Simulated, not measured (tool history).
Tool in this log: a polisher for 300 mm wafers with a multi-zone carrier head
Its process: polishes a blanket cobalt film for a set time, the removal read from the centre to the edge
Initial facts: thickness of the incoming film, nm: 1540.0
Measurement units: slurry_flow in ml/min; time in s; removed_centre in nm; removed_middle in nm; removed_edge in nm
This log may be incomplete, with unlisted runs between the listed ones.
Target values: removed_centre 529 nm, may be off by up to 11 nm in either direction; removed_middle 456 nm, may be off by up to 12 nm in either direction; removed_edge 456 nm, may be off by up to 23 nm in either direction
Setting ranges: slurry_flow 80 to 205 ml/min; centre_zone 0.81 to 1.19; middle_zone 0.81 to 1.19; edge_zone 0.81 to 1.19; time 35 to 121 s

run 1 hour=0 | slurry_flow=135 centre_zone=1 middle_zone=1 edge_zone=1 time=78 | removed_centre=361.64 removed_middle=357.78 removed_edge=352.67
run 2 hour=8.9 | slurry_flow=150 centre_zone=1.06 middle_zone=1.02 edge_zone=1.06 time=81 | removed_centre=411.4 removed_middle=385.5 removed_edge=389.8
run 3 hour=17.4 | slurry_flow=180 centre_zone=1.06 middle_zone=1.02 edge_zone=1.06 time=81 | removed_centre=424.9 removed_middle=394.38 removed_edge=392.6
run 4 hour=21.3 | slurry_flow=180 centre_zone=1.06 middle_zone=1.08 edge_zone=1.06 time=81 | removed_centre=422.72 removed_middle=422.09 removed_edge=387.8
run 5 hour=27 | slurry_flow=200 centre_zone=1.06 middle_zone=1.08 edge_zone=1.06 time=81 | removed_centre=431.61 removed_middle=415.41 removed_edge=399.34
run 6 hour=34 | slurry_flow=200 centre_zone=1.13 middle_zone=1.08 edge_zone=1.06 time=81 | removed_centre=457.52 removed_middle=421.16 removed_edge=401.74
run 7 hour=41.1 | slurry_flow=200 centre_zone=1.15 middle_zone=1.07 edge_zone=1.07 time=83 | removed_centre=484.17 removed_middle=432.52 removed_edge=410.56
run 8 hour=43.9 | slurry_flow=200 centre_zone=1.16 middle_zone=1.06 edge_zone=1.1 time=84 | removed_centre=489.94 removed_middle=430.19 removed_edge=424.72
run 9 hour=51.3 | slurry_flow=200 centre_zone=1.17 middle_zone=1.06 edge_zone=1.11 time=85 | removed_centre=496.37 removed_middle=438.47 removed_edge=429.98
run 10 hour=52.7 | slurry_flow=200 centre_zone=1.18 middle_zone=1.06 edge_zone=1.12 time=86 | removed_centre=510.98 removed_middle=444.75 removed_edge=421.05
run 11 hour=58.3 | slurry_flow=200 centre_zone=1.16 middle_zone=1.05 edge_zone=1.11 time=88 | removed_centre=510.53 removed_middle=446.86 removed_edge=440.5

Exercise: of the 5 proposed moves below, exactly one satisfies all targets within the stated allowed misses. Which move is it?
run A hour=63.9 | slurry_flow=205 centre_zone=1.08 middle_zone=1.05 edge_zone=1.11 time=90 | removed_centre=? removed_middle=? removed_edge=?
run B hour=63.9 | slurry_flow=190 centre_zone=1.11 middle_zone=1.03 edge_zone=1.17 time=92 | removed_centre=? removed_middle=? removed_edge=?
run C hour=63.9 | slurry_flow=185 centre_zone=1.18 middle_zone=1.03 edge_zone=1.15 time=86 | removed_centre=? removed_middle=? removed_edge=?
run D hour=63.9 | slurry_flow=205 centre_zone=1.18 middle_zone=1.04 edge_zone=1.14 time=89 | removed_centre=? removed_middle=? removed_edge=?
run E hour=63.9 | slurry_flow=170 centre_zone=1.18 middle_zone=1.06 edge_zone=1.13 time=87 | removed_centre=? removed_middle=? removed_edge=?

move=A removed_centre=484.18 removed_middle=461.77 removed_edge=456.32
move=B removed_centre=502.26 removed_middle=460.49 removed_edge=475.34
move=C removed_centre=496.95 removed_middle=428.5 removed_edge=439.01
move=D removed_centre=523.41 removed_middle=453.41 removed_edge=457.49
move=E removed_centre=494.79 removed_middle=435.79 removed_edge=435.41
A: moves away from the targets compared with the last run
B: moves away from the targets compared with the last run
C: moves away from the targets compared with the last run
D: hits every target within its allowed miss
E: moves away from the targets compared with the last run
Correct choice: D, which meets every target
